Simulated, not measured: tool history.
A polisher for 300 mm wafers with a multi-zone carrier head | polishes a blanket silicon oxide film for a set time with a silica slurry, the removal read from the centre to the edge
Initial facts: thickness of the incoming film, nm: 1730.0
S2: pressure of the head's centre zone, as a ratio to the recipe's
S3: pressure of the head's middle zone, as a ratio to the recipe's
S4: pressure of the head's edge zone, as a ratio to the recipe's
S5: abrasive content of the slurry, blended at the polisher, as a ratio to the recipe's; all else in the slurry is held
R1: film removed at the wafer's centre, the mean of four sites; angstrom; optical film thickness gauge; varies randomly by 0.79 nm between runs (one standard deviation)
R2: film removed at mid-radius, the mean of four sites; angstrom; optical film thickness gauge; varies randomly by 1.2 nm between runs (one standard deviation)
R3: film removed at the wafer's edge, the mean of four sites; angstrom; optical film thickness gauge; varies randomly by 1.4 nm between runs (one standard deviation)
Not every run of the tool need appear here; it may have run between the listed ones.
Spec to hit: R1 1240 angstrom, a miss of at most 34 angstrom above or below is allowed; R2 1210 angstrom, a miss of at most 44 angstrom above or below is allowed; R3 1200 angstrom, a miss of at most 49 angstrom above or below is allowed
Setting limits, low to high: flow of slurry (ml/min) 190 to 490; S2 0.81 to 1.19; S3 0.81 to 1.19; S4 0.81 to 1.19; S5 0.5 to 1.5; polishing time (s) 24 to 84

run 1 hour=0 | flow_of_slurry_(ml/min)=315 S2=1 S3=1 S4=1 S5=1 polishing_time_(s)=54 | R1=951.05 R2=1002.7 R3=974.22
run 2 hour=8.7 | flow_of_slurry_(ml/min)=390 S2=1 S3=1 S4=1 S5=1 polishing_time_(s)=54 | R1=985.93 R2=1025.1 R3=993.15
run 3 hour=10.8 | flow_of_slurry_(ml/min)=390 S2=1.03 S3=1.02 S4=1.04 S5=1.1 polishing_time_(s)=54 | R1=1054.8 R2=1080.1 R3=1027.5
run 4 hour=17.4 | flow_of_slurry_(ml/min)=390 S2=1.03 S3=1.02 S4=1.04 S5=1 polishing_time_(s)=54 | R1=1002.9 R2=1035.9 R3=1003.4
run 5 hour=21.1 | flow_of_slurry_(ml/min)=390 S2=1.03 S3=0.94 S4=1.04 S5=1 polishing_time_(s)=54 | R1=1021.9 R2=971.16 R3=1003.9
run 6 hour=23.2 | flow_of_slurry_(ml/min)=390 S2=1.03 S3=0.94 S4=1.04 S5=1.1 polishing_time_(s)=54 | R1=1050.6 R2=1003.6 R3=1053.7
run 7 hour=27 | flow_of_slurry_(ml/min)=390 S2=1.05 S3=0.97 S4=1.05 S5=1.2 polishing_time_(s)=54 | R1=1102.3 R2=1047.9 R3=1107.5
run 8 hour=28.7 | flow_of_slurry_(ml/min)=400 S2=1.07 S3=1 S4=1.05 S5=1.25 polishing_time_(s)=54 | R1=1134.7 R2=1099.8 R3=1113.2
run 9 hour=34.3 | flow_of_slurry_(ml/min)=405 S2=1.08 S3=1.02 S4=1.06 S5=1.3 polishing_time_(s)=54 | R1=1177.2 R2=1132.2 R3=1115.6

Next run, 4 choices. One meets every target within its allowed miss, the rest don't. Which?
run A hour=39.9 | flow_of_slurry_(ml/min)=400 S2=0.97 S3=1.05 S4=1.11 S5=1.35 polishing_time_(s)=58 | R1=? R2=? R3=?
run B hour=39.9 | flow_of_slurry_(ml/min)=390 S2=0.98 S3=1.16 S4=0.98 S5=1.3 polishing_time_(s)=56 | R1=? R2=? R3=?
run C hour=39.9 | flow_of_slurry_(ml/min)=425 S2=1.17 S3=0.89 S4=1.17 S5=1.15 polishing_time_(s)=57 | R1=? R2=? R3=?
run D hour=39.9 | flow_of_slurry_(ml/min)=435 S2=1.06 S3=1 S4=1.05 S5=1.25 polishing_time_(s)=59 | R1=? R2=? R3=?

move=A R1=1142.5 R2=1278.6 R3=1232.9
move=B R1=1098.9 R2=1325.1 R3=1102
move=C R1=1287.8 R2=1038.1 R3=1184.3
move=D R1=1245.8 R2=1222.6 R3=1194.5
A: the biggest miss grows against the last run
B: the biggest miss grows against the last run
C: takes the result that was furthest off past its target
D: all results in spec
Answer: D
